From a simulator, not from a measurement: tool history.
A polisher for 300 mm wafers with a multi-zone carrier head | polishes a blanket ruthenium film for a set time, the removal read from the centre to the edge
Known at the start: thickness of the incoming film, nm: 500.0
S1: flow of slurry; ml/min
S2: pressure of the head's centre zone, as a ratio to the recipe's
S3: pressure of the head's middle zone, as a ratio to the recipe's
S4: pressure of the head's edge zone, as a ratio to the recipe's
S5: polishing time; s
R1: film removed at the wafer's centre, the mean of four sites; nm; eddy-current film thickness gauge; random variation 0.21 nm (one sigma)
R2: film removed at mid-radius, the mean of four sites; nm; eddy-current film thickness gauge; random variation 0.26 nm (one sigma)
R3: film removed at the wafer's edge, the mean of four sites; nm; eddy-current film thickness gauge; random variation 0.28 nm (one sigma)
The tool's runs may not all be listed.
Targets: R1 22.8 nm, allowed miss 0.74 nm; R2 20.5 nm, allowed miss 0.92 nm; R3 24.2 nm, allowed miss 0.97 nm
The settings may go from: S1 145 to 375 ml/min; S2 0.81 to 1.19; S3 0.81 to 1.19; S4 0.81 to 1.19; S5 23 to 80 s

run,hour,S1,S2,S3,S4,S5,R1,R2,R3
1,0,240,1,1,1,51,43.482,42.681,44.447
2,3.3,240,0.93,1,1,51,40.143,41.768,44.389
3,7.3,235,0.93,0.95,0.97,43,34.182,33.803,36.029
4,10.3,235,0.93,0.95,0.9,43,34.474,33.574,35.134
5,17.8,235,0.93,0.98,0.9,43,34.453,34.807,34.919
6,24.3,235,0.97,0.98,0.9,43,35.319,35.124,35.263
7,33.2,225,0.94,0.93,0.9,39,30.703,30.655,31.189
8,38.6,265,0.92,0.9,0.92,35,28.01,26.867,29.962
9,41.7,270,0.92,0.88,0.91,33,25.859,25.08,27.6
10,47,215,0.96,0.81,0.94,27,22.063,18.476,22.414
11,51.1,230,0.95,0.82,0.94,27,21.741,19.117,22.591
12,59.5,245,0.95,0.83,0.95,27,22.257,19.382,22.914

5 next moves are on the table. One of them brings every result within its allowed miss. Which?
A,67.9,265,1.11,0.87,0.89,25,?,?,?
B,67.9,265,1.03,0.81,1.12,26,?,?,?
C,67.9,200,0.95,0.86,0.98,29,?,?,?
D,67.9,250,0.86,0.87,0.96,28,?,?,?
E,67.9,260,1.04,0.99,0.91,25,?,?,?

move,R1,R2,R3
A,24.35,19.063,20.727
B,23.477,18.699,24.105
C,23.106,21.067,24.418
D,20.921,21.224,23.915
E,22.766,21.19,20.87
A: further off than the last run
B: brings the result that was furthest off to its target, and leaves another outside
C: meets every target
D: brings the result that was furthest off to its target, and leaves another outside
E: further off than the last run
Move C is the one to make.
